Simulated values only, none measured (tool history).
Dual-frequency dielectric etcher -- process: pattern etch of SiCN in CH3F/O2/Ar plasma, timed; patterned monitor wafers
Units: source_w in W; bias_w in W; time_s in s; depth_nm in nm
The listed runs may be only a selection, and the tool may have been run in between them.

run,day,source_w,bias_w,time_s,depth_nm
1,0,490,78,50,22.208
2,0.092,510,78,50,22.627
3,0.196,520,78,50,22.865
4,0.467,530,78,50,23.121
5,0.512,530,78,46.5,21.55
6,0.546,530,78,50,23.136
7,0.788,540,78,50,23.414
8,0.929,550,78,50,23.565
9,1.079,560,78,50,23.716
10,1.188,570,78,50,24.021

What will run 11 give?
11,1.267,590,78,50,?

depth_nm: 24.361 nm

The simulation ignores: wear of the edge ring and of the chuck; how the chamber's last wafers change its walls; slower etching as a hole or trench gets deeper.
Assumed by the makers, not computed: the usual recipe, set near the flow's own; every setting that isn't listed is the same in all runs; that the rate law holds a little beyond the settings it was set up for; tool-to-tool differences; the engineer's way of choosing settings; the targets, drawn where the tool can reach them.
